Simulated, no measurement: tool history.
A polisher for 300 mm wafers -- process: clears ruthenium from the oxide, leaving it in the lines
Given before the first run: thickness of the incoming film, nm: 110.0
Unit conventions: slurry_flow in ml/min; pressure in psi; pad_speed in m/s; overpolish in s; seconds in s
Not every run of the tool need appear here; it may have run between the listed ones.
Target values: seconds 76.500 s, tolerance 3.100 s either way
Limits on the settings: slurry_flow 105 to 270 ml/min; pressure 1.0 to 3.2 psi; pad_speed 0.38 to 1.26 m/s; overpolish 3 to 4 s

{"run": 1, "day": 0.0, "slurry_flow": 175, "pressure": 2.1, "pad_speed": 0.82, "overpolish": 4, "seconds": 114.08}
{"run": 2, "day": 0.296, "slurry_flow": 175, "pressure": 2.3, "pad_speed": 0.82, "overpolish": 4, "seconds": 104.69}
{"run": 3, "day": 0.654, "slurry_flow": 175, "pressure": 2.5, "pad_speed": 0.82, "overpolish": 4, "seconds": 95.238}
{"run": 4, "day": 0.833, "slurry_flow": 200, "pressure": 2.5, "pad_speed": 0.82, "overpolish": 4, "seconds": 94.045}
{"day": 0.95, "done": "slurry nozzle cleaned"}
{"run": 5, "day": 0.95, "slurry_flow": 175, "pressure": 2.5, "pad_speed": 0.82, "overpolish": 4, "seconds": 89.111}
{"run": 6, "day": 1.196, "slurry_flow": 175, "pressure": 2.3, "pad_speed": 0.82, "overpolish": 4, "seconds": 96.972}
{"run": 7, "day": 1.508, "slurry_flow": 170, "pressure": 2.4, "pad_speed": 0.82, "overpolish": 4, "seconds": 92.735}
{"run": 8, "day": 1.554, "slurry_flow": 160, "pressure": 2.4, "pad_speed": 0.82, "overpolish": 4, "seconds": 95.21}

Consider the 5 candidate settings below. Which is the only one whose results all fall within their allowed miss of target?
{"run": "A", "day": 1.6, "slurry_flow": 160, "pressure": 2.4, "pad_speed": 1.0, "overpolish": 3, "seconds": "?"}
{"run": "B", "day": 1.6, "slurry_flow": 230, "pressure": 2.2, "pad_speed": 0.6, "overpolish": 3, "seconds": "?"}
{"run": "C", "day": 1.6, "slurry_flow": 170, "pressure": 2.0, "pad_speed": 0.76, "overpolish": 3, "seconds": "?"}
{"run": "D", "day": 1.6, "slurry_flow": 195, "pressure": 2.5, "pad_speed": 0.86, "overpolish": 3, "seconds": "?"}
{"run": "E", "day": 1.6, "slurry_flow": 160, "pressure": 2.4, "pad_speed": 0.7, "overpolish": 4, "seconds": "?"}

move=A seconds=76.379
move=B seconds=129.110
move=C seconds=117.780
move=D seconds=82.313
move=E seconds=107.970
A: every result within its allowed miss
B: further off than the last run
C: further off than the last run
D: closes in on the targets versus the last run, not all within tolerance yet
E: further off than the last run
Move A is the one to make.

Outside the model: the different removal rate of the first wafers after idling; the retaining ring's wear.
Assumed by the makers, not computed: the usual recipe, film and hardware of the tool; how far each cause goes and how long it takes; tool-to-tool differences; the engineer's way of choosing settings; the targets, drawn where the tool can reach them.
